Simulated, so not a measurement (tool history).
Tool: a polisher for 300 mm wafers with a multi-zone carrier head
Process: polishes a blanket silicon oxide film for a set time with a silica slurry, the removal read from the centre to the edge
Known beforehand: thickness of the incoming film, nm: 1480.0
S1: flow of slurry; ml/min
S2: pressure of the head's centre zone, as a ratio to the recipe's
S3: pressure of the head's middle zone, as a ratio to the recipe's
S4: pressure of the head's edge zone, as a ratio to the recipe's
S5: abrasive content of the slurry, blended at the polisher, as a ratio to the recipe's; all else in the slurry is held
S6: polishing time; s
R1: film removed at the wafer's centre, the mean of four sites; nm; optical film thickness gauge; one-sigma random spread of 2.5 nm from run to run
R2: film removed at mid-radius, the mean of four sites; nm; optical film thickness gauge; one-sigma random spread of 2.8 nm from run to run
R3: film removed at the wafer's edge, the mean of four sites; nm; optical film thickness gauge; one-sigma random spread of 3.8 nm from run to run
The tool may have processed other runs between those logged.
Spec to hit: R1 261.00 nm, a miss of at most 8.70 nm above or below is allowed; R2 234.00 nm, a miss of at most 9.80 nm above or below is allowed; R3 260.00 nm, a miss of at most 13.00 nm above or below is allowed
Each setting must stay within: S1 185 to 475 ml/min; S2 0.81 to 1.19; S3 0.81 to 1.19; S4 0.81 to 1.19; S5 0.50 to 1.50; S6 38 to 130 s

Run 1, hour 0.0: S1 305 ml/min, S2 1.00, S3 1.00, S4 1.00, S5 1.00, S6 84 s. Result: R1 359.52 nm, R2 380.97 nm, R3 378.18 nm.
Run 2, hour 3.7: S1 305 ml/min, S2 1.00, S3 1.00, S4 1.07, S5 1.00, S6 84 s. Result: R1 365.88 nm, R2 381.26 nm, R3 382.39 nm.
Run 3, hour 12.6: S1 305 ml/min, S2 1.00, S3 1.00, S4 1.07, S5 1.00, S6 74 s. Result: R1 315.90 nm, R2 331.07 nm, R3 338.36 nm.
Run 4, hour 21.4: S1 305 ml/min, S2 1.04, S3 1.00, S4 1.07, S5 1.00, S6 74 s. Result: R1 325.24 nm, R2 329.06 nm, R3 340.53 nm.
Run 5, hour 24.1: S1 355 ml/min, S2 1.04, S3 1.00, S4 1.07, S5 1.00, S6 74 s. Result: R1 330.72 nm, R2 331.44 nm, R3 344.57 nm.
Run 6, hour 27.5: S1 355 ml/min, S2 1.05, S3 0.98, S4 1.06, S5 0.90, S6 73 s. Result: R1 309.90 nm, R2 308.48 nm, R3 317.06 nm.
Run 7, hour 32.9: S1 355 ml/min, S2 1.05, S3 0.95, S4 1.07, S5 0.85, S6 73 s. Result: R1 298.50 nm, R2 288.93 nm, R3 311.22 nm.
Run 8, hour 40.4: S1 355 ml/min, S2 1.06, S3 0.93, S4 1.05, S5 0.80, S6 73 s. Result: R1 281.78 nm, R2 268.79 nm, R3 291.60 nm.
Run 9, hour 41.9: S1 350 ml/min, S2 1.07, S3 0.91, S4 1.03, S5 0.80, S6 73 s. Result: R1 290.48 nm, R2 268.26 nm, R3 287.79 nm.
Run 10, hour 48.7: S1 350 ml/min, S2 1.06, S3 0.89, S4 1.02, S5 0.80, S6 73 s. Result: R1 287.03 nm, R2 263.68 nm, R3 285.54 nm.
Run 11, hour 55.9: S1 350 ml/min, S2 1.06, S3 0.88, S4 1.01, S5 0.80, S6 73 s. Result: R1 286.06 nm, R2 257.68 nm, R3 285.17 nm.

Which one of the following 5 next-run settings gets every result inside its allowed miss? There is exactly one.
Run A, hour 63.1: S1 330 ml/min, S2 1.05, S3 0.85, S4 1.13, S5 0.60, S6 77 s. Result: R1 ?, R2 ?, R3 ?.
Run B, hour 63.1: S1 295 ml/min, S2 1.06, S3 0.86, S4 0.99, S5 0.80, S6 67 s. Result: R1 ?, R2 ?, R3 ?.
Run C, hour 63.1: S1 335 ml/min, S2 0.94, S3 1.04, S4 1.01, S5 0.70, S6 76 s. Result: R1 ?, R2 ?, R3 ?.
Run D, hour 63.1: S1 340 ml/min, S2 1.17, S3 0.83, S4 0.94, S5 0.90, S6 64 s. Result: R1 ?, R2 ?, R3 ?.
Run E, hour 63.1: S1 330 ml/min, S2 1.10, S3 0.88, S4 0.96, S5 0.70, S6 67 s. Result: R1 ?, R2 ?, R3 ?.

move      R1      R2      R3
   A  238.23  212.61  252.00
   B  256.06  229.40  252.76
   C  247.13  279.44  265.29
   D  285.85  232.03  255.99
   E  241.92  214.85  228.51
A: carries the result that was furthest off beyond its target, to the other side
B: all results land within tolerance of their targets
C: carries the result that was furthest off beyond its target, to the other side
D: neither nearer nor further off than the last run
E: carries the result that was furthest off beyond its target, to the other side
Move B is the one to make.

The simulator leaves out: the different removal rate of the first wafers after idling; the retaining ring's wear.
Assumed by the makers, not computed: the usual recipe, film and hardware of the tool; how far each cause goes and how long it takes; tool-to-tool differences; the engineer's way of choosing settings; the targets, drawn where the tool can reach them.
